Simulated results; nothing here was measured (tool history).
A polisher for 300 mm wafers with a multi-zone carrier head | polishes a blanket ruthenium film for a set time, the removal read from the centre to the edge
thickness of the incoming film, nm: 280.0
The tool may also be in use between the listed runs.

run	day	flow of slurry (ml/min)	pressure of the head's centre zone	pressure of the head's middle zone	pressure of the head's edge zone	polishing time (s)	film removed at the wafer's centre (Å)	film removed at mid-radius (Å)	film removed at the wafer's edge (Å)
1	0	185	1	1	1	38	611.79	639.36	625.23
2	0.158	185	1	1	1	33	555.2	540.06	547.92
3	0.454	190	1.01	0.98	1.04	38	634.02	624.18	638.67
4	0.817	190	1.01	0.97	1.07	41	679.21	675.95	706.57
5	0.858	190	1.01	0.97	1.09	43	718.59	706.76	737.11
6	1.225	195	1	0.97	1.11	45	754.32	746.69	804.27
7	1.488	205	1	0.99	1.13	46	774.78	759.48	808.12
8	1.571	200	0.99	0.99	1.13	48	780.75	789.27	848.77

The next listed run, before its measurement:
9	1.892	200	0.99	0.99	1.13	50	?	?	?

Run 9 gave film removed at the wafer's centre (Å) 816.72, film removed at mid-radius (Å) 822, film removed at the wafer's edge (Å) 881.03.
